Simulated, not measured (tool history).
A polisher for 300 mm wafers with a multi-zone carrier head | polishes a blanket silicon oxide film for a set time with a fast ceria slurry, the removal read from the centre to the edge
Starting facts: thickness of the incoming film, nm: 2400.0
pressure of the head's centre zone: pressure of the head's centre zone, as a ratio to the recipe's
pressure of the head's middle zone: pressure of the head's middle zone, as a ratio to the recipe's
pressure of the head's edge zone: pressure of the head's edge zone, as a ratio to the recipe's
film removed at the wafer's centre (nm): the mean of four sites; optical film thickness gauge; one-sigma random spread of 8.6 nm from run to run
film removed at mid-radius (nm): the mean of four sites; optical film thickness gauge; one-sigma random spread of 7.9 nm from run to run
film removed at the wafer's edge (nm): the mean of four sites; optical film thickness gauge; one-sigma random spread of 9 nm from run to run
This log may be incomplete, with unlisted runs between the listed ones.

| run | day | flow of slurry (ml/min) | pressure of the head's centre zone | pressure of the head's middle zone | pressure of the head's edge zone | polishing time (s) | film removed at the wafer's centre (nm) | film removed at mid-radius (nm) | film removed at the wafer's edge (nm) |
|---|---|---|---|---|---|---|---|---|---|
| 1 | 0 | 250 | 1 | 1 | 1 | 53 | 836.76 | 821.63 | 803.26 |
| 2 | 0.333 | 205 | 1 | 1 | 1 | 53 | 830.39 | 798.46 | 791.67 |
| 3 | 0.362 | 195 | 1.01 | 0.96 | 0.99 | 49 | 771.68 | 711.84 | 729.83 |
| 4 | 0.658 | 195 | 1.09 | 0.96 | 0.99 | 49 | 791.78 | 704.69 | 727.55 |
| 5 | 0.712 | 195 | 1.09 | 1.02 | 0.99 | 49 | 821.73 | 754.99 | 743.12 |
| 6 | 0.958 | 190 | 1.09 | 0.97 | 0.98 | 46 | 761.11 | 657.4 | 684.15 |
| 7 | 1.321 | 190 | 1.07 | 0.94 | 0.97 | 45 | 735.78 | 638.08 | 675.83 |

Predict the results of run 8:
| 8 | 1.512 | 185 | 1.08 | 0.87 | 0.97 | 37 | ? | ? | ? |

film removed at the wafer's centre (nm): 609.22
film removed at mid-radius (nm): 483.69
film removed at the wafer's edge (nm): 537.97
